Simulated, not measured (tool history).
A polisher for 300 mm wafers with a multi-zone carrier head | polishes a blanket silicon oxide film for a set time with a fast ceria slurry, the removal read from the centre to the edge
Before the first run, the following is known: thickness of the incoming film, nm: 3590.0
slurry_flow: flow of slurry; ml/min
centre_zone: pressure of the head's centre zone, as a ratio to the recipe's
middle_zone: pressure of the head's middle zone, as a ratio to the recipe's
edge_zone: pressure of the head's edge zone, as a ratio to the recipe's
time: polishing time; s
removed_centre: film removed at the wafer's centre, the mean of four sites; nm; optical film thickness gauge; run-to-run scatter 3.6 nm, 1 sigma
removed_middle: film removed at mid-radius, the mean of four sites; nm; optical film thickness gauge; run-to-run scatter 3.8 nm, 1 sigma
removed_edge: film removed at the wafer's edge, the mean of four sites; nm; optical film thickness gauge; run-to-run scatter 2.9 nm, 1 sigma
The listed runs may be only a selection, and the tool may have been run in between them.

run  hour  slurry_flow  centre_zone  middle_zone  edge_zone  time  removed_centre  removed_middle  removed_edge
  1   0.0          120         1.00         1.00       1.00    59          708.15          688.12        669.19
  2   8.0          120         1.00         1.00       1.08    59          711.19          689.75        705.29
  3  10.0          120         1.00         1.08       1.08    59          707.76          736.60        707.60
  4  15.4          120         1.00         1.15       1.08    59          714.07          769.04        720.04
  5  24.3          120         0.93         1.15       1.08    59          662.48          776.25        704.40
  6  30.7          115         0.98         1.07       1.02    51          596.57          620.65        591.00
  7  32.1          110         1.01         1.01       0.97    46          550.69          522.87        519.50
  8  36.0          105         1.03         0.98       0.93    42          501.16          474.38        459.50
  9  41.4          100         1.06         0.93       0.92    40          493.73          430.49        434.69

What will run 10 give?
 10  44.2           95         1.07         0.90       0.90    39               ?               ?             ?

{"run 10": {"removed_centre": 482.15, "removed_middle": 396.66, "removed_edge": 418.89}}
